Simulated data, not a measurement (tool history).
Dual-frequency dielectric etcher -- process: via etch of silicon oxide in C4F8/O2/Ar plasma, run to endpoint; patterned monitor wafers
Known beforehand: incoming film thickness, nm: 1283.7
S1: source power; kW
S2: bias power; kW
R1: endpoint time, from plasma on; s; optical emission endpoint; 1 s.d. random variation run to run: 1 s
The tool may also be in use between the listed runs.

run,day,S1,S2,R1
1,0,2.47,2.448,205.61
2,0.208,2.17,2.448,214.92
3,0.362,2.29,2.486,209.98
4,0.704,2.39,2.518,206.46
5,1,2.48,2.548,204.9
6,1.033,2.28,2.548,208.6
7,1.183,2.38,2.588,205.88
8,1.504,2.47,2.626,202.07
9,1.833,2.47,2.626,201.76

The next listed run, before its measurement:
10,2.029,2.54,2.652,?

Run 10 yielded R1 196.55 s.
